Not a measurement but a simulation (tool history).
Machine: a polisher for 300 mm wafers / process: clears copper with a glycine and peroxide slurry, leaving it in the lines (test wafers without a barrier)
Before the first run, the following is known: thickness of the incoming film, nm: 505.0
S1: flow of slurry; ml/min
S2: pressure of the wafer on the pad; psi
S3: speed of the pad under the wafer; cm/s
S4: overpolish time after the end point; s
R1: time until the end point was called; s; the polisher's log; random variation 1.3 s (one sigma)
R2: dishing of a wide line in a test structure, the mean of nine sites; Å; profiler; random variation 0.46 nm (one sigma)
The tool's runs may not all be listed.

{"run": 1, "day": 0.0, "S1": 215, "S2": 2.1, "S3": 128, "S4": 11, "R1": 85.197, "R2": 409.02}
{"run": 2, "day": 0.05, "S1": 215, "S2": 2.1, "S3": 98, "S4": 11, "R1": 110.86, "R2": 356.99}
{"run": 3, "day": 0.142, "S1": 240, "S2": 2.1, "S3": 98, "S4": 11, "R1": 107.08, "R2": 363.43}
{"run": 4, "day": 0.25, "S1": 235, "S2": 2.1, "S3": 106, "S4": 10, "R1": 100.28, "R2": 342.13}
{"run": 5, "day": 0.3, "S1": 205, "S2": 2.1, "S3": 106, "S4": 10, "R1": 100.23, "R2": 344.8}
{"run": 6, "day": 0.575, "S1": 205, "S2": 2.1, "S3": 108, "S4": 9, "R1": 100.32, "R2": 318.62}
{"run": 7, "day": 0.821, "S1": 205, "S2": 2.2, "S3": 112, "S4": 8, "R1": 93.267, "R2": 306.94}
{"run": 8, "day": 0.946, "S1": 205, "S2": 2.3, "S3": 114, "S4": 7, "R1": 87.407, "R2": 287.73}
{"run": 9, "day": 1.112, "S1": 205, "S2": 2.4, "S3": 114, "S4": 6, "R1": 86.115, "R2": 254.57}

Run 10 has not been measured yet. What should we expect?
{"run": 10, "day": 1.367, "S1": 205, "S2": 2.5, "S3": 114, "S4": 6, "R1": "?", "R2": "?"}

R1: 85.266 s
R2: 260.67 Å
